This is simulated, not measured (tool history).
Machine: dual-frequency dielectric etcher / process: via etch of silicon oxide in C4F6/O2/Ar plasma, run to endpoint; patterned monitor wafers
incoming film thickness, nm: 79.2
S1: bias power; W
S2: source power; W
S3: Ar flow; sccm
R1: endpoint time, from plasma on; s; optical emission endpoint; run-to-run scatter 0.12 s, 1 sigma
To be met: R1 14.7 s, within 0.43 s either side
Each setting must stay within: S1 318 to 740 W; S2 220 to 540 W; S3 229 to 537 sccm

{"run": 1, "hour": 0.0, "S1": 529, "S2": 380, "S3": 383, "R1": 18.179}
{"run": 2, "hour": 7.8, "S1": 529, "S2": 340, "S3": 383, "R1": 18.606}
{"run": 3, "hour": 10.6, "S1": 598, "S2": 340, "S3": 383, "R1": 17.981}
{"run": 4, "hour": 13.0, "S1": 634, "S2": 370, "S3": 371, "R1": 16.909}
{"run": 5, "hour": 21.8, "S1": 658, "S2": 390, "S3": 364, "R1": 16.291}
{"run": 6, "hour": 26.9, "S1": 658, "S2": 390, "S3": 333, "R1": 16.06}
{"run": 7, "hour": 30.0, "S1": 674, "S2": 400, "S3": 329, "R1": 15.837}
{"run": 8, "hour": 34.8, "S1": 688, "S2": 410, "S3": 326, "R1": 15.73}
{"run": 9, "hour": 42.3, "S1": 701, "S2": 420, "S3": 323, "R1": 15.452}
{"run": 10, "hour": 43.8, "S1": 711, "S2": 430, "S3": 320, "R1": 15.242}

Pick the move, out of 4, that brings all results within their allowed miss; only one does.
{"run": "A", "hour": 45.3, "S1": 702, "S2": 410, "S3": 328, "R1": "?"}
{"run": "B", "hour": 45.3, "S1": 623, "S2": 460, "S3": 334, "R1": "?"}
{"run": "C", "hour": 45.3, "S1": 716, "S2": 340, "S3": 304, "R1": "?"}
{"run": "D", "hour": 45.3, "S1": 740, "S2": 420, "S3": 266, "R1": "?"}

move=A R1=15.597
move=B R1=15.707
move=C R1=16.412
move=D R1=14.877
A: further off than the last run
B: further off than the last run
C: further off than the last run
D: all results land within tolerance of their targets
Go with D: it meets all targets.
